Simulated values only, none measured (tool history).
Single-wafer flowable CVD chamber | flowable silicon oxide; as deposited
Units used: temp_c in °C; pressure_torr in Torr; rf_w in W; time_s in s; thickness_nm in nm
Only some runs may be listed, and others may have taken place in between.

run  hour  temp_c  pressure_torr  rf_w  time_s  thickness_nm
  1     0      95          0.593  1925     457        209.38
  2   7.8      95          0.593  1805     457        207.36
  3  11.8      95          0.593  1610     457        199.12
  4  20.2      95          0.551  1610     457        184.99
  5  28.2      95          0.551  1475     457         179.5
  6  29.3      95          0.551  1475     457        179.17
  7  32.1      96          0.551  1475     457        172.59

Expected results for the next run?
  8  34.8      97          0.551  1475     457             ?

Run 8 yielded thickness_nm 167.15 nm.
